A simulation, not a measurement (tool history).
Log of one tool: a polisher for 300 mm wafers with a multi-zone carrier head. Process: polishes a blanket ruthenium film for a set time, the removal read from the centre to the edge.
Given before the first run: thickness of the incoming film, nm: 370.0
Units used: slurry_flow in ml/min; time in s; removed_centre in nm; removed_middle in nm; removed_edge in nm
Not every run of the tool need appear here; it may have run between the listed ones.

| run | hour | slurry_flow | centre_zone | middle_zone | edge_zone | time | removed_centre | removed_middle | removed_edge |
|---|---|---|---|---|---|---|---|---|---|
| 1 | 0.0 | 230 | 1.00 | 1.00 | 1.00 | 74 | 106.780 | 108.270 | 106.320 |
| 2 | 8.5 | 230 | 0.95 | 1.00 | 1.00 | 74 | 102.270 | 109.720 | 106.860 |
| 3 | 12.2 | 230 | 0.95 | 1.05 | 1.00 | 74 | 99.310 | 113.140 | 104.330 |
| 4 | 21.0 | 225 | 0.95 | 1.05 | 0.98 | 68 | 92.539 | 101.300 | 97.482 |
| 5 | 26.9 | 225 | 0.90 | 1.05 | 0.98 | 68 | 87.258 | 104.990 | 97.627 |
|  | 35.9 | edge zone pressure recalibrated |
| 6 | 35.9 | 225 | 0.91 | 1.07 | 0.96 | 62 | 79.798 | 95.307 | 86.247 |
| 7 | 38.8 | 225 | 0.91 | 1.07 | 0.96 | 62 | 81.494 | 95.554 | 84.724 |
| 8 | 43.9 | 220 | 0.90 | 1.06 | 0.94 | 59 | 75.300 | 91.677 | 80.353 |
| 9 | 52.7 | 215 | 0.90 | 1.04 | 0.93 | 57 | 72.536 | 83.986 | 78.543 |
| 10 | 57.8 | 225 | 0.96 | 1.08 | 0.83 | 38 | 51.587 | 58.307 | 50.814 |

Run 11 is up next; what results do you expect?
| 11 | 60.1 | 230 | 0.97 | 1.09 | 0.86 | 38 | ? | ? | ? |

{"run 11": {"removed_centre": 52.714, "removed_middle": 59.875, "removed_edge": 51.124}}

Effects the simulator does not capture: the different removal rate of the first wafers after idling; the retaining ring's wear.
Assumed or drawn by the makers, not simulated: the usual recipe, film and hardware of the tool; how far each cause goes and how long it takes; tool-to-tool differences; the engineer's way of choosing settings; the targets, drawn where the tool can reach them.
